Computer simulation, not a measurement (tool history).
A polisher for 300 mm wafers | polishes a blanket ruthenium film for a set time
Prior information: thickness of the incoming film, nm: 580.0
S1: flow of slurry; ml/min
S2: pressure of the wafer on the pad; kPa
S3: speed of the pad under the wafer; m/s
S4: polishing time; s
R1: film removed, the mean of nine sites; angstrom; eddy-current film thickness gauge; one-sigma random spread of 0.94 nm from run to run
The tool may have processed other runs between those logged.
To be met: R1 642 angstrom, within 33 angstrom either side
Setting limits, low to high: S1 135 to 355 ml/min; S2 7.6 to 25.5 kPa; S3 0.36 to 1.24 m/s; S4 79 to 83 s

run 1 hour=0 | S1=225 S2=16.5 S3=0.8 S4=79 | R1=870.16
run 2 hour=1.9 | S1=225 S2=16.5 S3=0.8 S4=79 | R1=858.83
run 3 hour=9.3 | S1=225 S2=16.5 S3=0.8 S4=79 | R1=878.27
run 4 hour=12.6 | S1=225 S2=16.5 S3=0.8 S4=79 | R1=886.79
run 5 hour=14.9 | S1=225 S2=15.9 S3=0.8 S4=79 | R1=842.68
run 6 hour=21.4 | S1=225 S2=19.3 S3=0.8 S4=79 | R1=1028.4
run 7 hour=28.2 | S1=225 S2=17.9 S3=0.8 S4=79 | R1=934.34
run 8 hour=34.8 | S1=225 S2=17.2 S3=0.8 S4=79 | R1=904.23

Which of these 5 next moves meets every target?
run A hour=41.4 | S1=225 S2=17.9 S3=0.62 S4=79 | R1=?
run B hour=41.4 | S1=230 S2=17.9 S3=0.54 S4=79 | R1=?
run C hour=41.4 | S1=215 S2=18.6 S3=0.6 S4=79 | R1=?
run D hour=41.4 | S1=240 S2=15.9 S3=0.7 S4=79 | R1=?
run E hour=41.4 | S1=235 S2=15.2 S3=0.5 S4=79 | R1=?

move=A R1=722.78
move=B R1=634.88
move=C R1=722.16
move=D R1=727.17
move=E R1=503.03
A: an improvement on the last run, though not all results are within tolerance
B: each result inside its tolerance
C: an improvement on the last run, though not all results are within tolerance
D: an improvement on the last run, though not all results are within tolerance
E: moves the result that the last run missed by most past its target, out the other side
B meets every target.
